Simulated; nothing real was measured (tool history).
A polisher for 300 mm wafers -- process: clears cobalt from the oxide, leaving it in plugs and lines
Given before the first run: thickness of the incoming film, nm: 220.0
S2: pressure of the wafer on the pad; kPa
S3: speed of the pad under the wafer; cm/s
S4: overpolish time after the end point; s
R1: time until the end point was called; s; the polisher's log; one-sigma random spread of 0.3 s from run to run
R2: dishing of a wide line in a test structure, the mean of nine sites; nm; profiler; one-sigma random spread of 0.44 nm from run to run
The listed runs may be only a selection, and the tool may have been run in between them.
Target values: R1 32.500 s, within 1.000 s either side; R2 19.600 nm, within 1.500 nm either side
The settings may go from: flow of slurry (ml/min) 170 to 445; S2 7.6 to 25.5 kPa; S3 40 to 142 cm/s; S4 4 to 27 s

run 1 hour=0.0 | flow_of_slurry_(ml/min)=285 S2=16.5 S3=90 S4=14 | R1=40.619 R2=32.964
run 2 hour=4.2 | flow_of_slurry_(ml/min)=285 S2=13.1 S3=90 S4=14 | R1=51.202 R2=31.086
run 3 hour=4.9 | flow_of_slurry_(ml/min)=250 S2=13.1 S3=90 S4=14 | R1=51.947 R2=30.910
run 4 hour=9.0 | flow_of_slurry_(ml/min)=290 S2=13.1 S3=90 S4=14 | R1=50.965 R2=30.021
run 5 hour=15.3 | flow_of_slurry_(ml/min)=310 S2=13.8 S3=92 S4=13 | R1=47.542 R2=29.419
run 6 hour=18.3 | flow_of_slurry_(ml/min)=310 S2=13.8 S3=72 S4=13 | R1=57.846 R2=28.727
run 7 hour=23.0 | flow_of_slurry_(ml/min)=330 S2=14.5 S3=74 S4=12 | R1=54.323 R2=27.512
run 8 hour=26.4 | flow_of_slurry_(ml/min)=345 S2=15.2 S3=76 S4=11 | R1=50.097 R2=26.320
run 9 hour=34.5 | flow_of_slurry_(ml/min)=360 S2=15.9 S3=76 S4=10 | R1=48.513 R2=27.699
run 10 hour=41.5 | flow_of_slurry_(ml/min)=370 S2=16.5 S3=78 S4=9 | R1=45.323 R2=26.180
run 11 hour=47.8 | flow_of_slurry_(ml/min)=445 S2=20.7 S3=70 S4=4 | R1=39.198 R2=16.944
run 12 hour=51.9 | flow_of_slurry_(ml/min)=440 S2=21.4 S3=70 S4=5 | R1=38.101 R2=20.401
run 13 hour=55.2 | flow_of_slurry_(ml/min)=440 S2=21.4 S3=72 S4=5 | R1=36.938 R2=20.652
run 14 hour=57.8 | flow_of_slurry_(ml/min)=445 S2=22.8 S3=72 S4=4 | R1=35.116 R2=18.831
run 15 hour=61.4 | flow_of_slurry_(ml/min)=445 S2=23.4 S3=72 S4=4 | R1=34.772 R2=19.446

Which one of the following 4 next-run settings gets every result inside its allowed miss? There is exactly one.
run A hour=65.0 | flow_of_slurry_(ml/min)=435 S2=22.8 S3=80 S4=4 | R1=? R2=?
run B hour=65.0 | flow_of_slurry_(ml/min)=435 S2=21.4 S3=74 S4=4 | R1=? R2=?
run C hour=65.0 | flow_of_slurry_(ml/min)=445 S2=22.8 S3=72 S4=4 | R1=? R2=?
run D hour=65.0 | flow_of_slurry_(ml/min)=445 S2=21.4 S3=72 S4=4 | R1=? R2=?

move=A R1=32.214 R2=19.727
move=B R1=36.481 R2=18.095
move=C R1=35.039 R2=18.617
move=D R1=37.247 R2=17.829
A: every result within its allowed miss
B: further off than the last run
C: further off than the last run
D: further off than the last run
Go with A: it meets all targets.
